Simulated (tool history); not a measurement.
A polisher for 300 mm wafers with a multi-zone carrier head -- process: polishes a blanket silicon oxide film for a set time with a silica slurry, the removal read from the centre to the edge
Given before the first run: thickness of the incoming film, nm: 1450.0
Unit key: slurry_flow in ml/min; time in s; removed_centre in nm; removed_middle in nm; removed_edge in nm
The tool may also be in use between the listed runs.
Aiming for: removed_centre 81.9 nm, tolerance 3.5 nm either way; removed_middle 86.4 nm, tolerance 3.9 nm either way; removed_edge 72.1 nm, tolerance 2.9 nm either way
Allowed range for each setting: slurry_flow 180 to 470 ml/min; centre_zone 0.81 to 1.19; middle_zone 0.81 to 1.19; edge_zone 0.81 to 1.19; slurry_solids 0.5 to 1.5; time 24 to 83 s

run  hour  slurry_flow  centre_zone  middle_zone  edge_zone  slurry_solids  time  removed_centre  removed_middle  removed_edge
  1     0          300            1            1          1              1    53          129.98          129.33        128.54
  2   5.1          300            1         0.97          1              1    53          125.81          126.32        128.42
  3   8.9          300            1         0.97          1              1    42          104.06          102.37        101.89
  4  12.1          300            1         0.97       1.07              1    42          101.47          102.45        106.71
  5  14.8          300            1         0.97       1.07            0.9    42           94.19          95.371        100.84
  6  20.7          300            1         1.05       1.07            0.9    42           98.43          104.29        98.554
  7  21.3          300            1         1.06       1.05           0.85    42          93.726          100.06        93.576
  8  27.4          300            1         1.07       1.02            0.8    42          91.832          96.138        88.465
  9  36.2          300         0.99         1.08       0.99            0.8    42           89.84          97.474        89.892
 10  37.2          300            1          1.1       0.98           0.75    42          83.948          95.556        82.401

Pick the move, out of 5, that brings all results within their allowed miss; only one does.
  A  38.2          285         0.94         1.01          1           0.65    48               ?               ?             ?
  B  38.2          375         0.84         1.08       1.06            0.7    47               ?               ?             ?
  C  38.2          265         1.15         1.05       0.95            0.7    38               ?               ?             ?
  D  38.2          325          1.1         1.16       0.95            0.8    35               ?               ?             ?
  E  38.2          270         0.92          1.1       0.99            0.8    44               ?               ?             ?

move  removed_centre  removed_middle  removed_edge
   A           84.77          89.375        88.432
   B          81.795          100.35        95.783
   C          83.726          76.339        71.492
   D           83.01          85.516        73.018
   E          87.175          100.72        92.243
A: its largest miss is bigger than the last run's
B: its largest miss is bigger than the last run's
C: corrects the largest miss of the last run, while another result sits out of spec
D: all results in spec
E: its largest miss is bigger than the last run's
D is the move that brings every result within its allowed miss.
